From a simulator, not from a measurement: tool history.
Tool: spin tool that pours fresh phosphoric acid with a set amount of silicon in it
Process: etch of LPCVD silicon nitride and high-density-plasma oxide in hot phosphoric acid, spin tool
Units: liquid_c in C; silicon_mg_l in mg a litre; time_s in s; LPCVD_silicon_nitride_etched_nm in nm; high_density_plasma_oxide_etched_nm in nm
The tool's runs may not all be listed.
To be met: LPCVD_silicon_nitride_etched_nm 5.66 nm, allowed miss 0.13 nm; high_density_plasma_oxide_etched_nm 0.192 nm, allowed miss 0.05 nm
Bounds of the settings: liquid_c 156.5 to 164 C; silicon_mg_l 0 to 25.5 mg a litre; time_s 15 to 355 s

run,hour,liquid_c,silicon_mg_l,time_s,LPCVD_silicon_nitride_etched_nm,high_density_plasma_oxide_etched_nm
1,0,159,11,180,16.753,0.52267
2,7.9,159,11,255,23.75,0.66335
3,13.7,159,6.5,255,23.982,0.69886
4,21.6,159,4,255,23.681,0.85988
5,27.1,158.5,3,190,17.485,0.61656
6,32.6,158.5,3,220,20.154,0.72886
7,41.1,158,9,165,14.827,0.38428
8,49.6,156.5,2,75,6.4655,0.19923
9,50.2,156.5,1.5,70,5.9479,0.18782
10,51.2,156.5,1,70,6.0462,0.20418

Which of these 4 next moves meets every target?
A,52.2,157,2.5,70,?,?
B,52.2,157,2.5,65,?,?
C,52.2,158.5,0,65,?,?
D,52.2,156.5,8,75,?,?

move,LPCVD_silicon_nitride_etched_nm,high_density_plasma_oxide_etched_nm
A,6.0449,0.20846
B,5.6131,0.19357
C,5.9063,0.22689
D,6.3672,0.19257
A: as far off as the last run
B: meets every target
C: nearer than the last run, and not there yet
D: further off than the last run
Move B is the one to make.

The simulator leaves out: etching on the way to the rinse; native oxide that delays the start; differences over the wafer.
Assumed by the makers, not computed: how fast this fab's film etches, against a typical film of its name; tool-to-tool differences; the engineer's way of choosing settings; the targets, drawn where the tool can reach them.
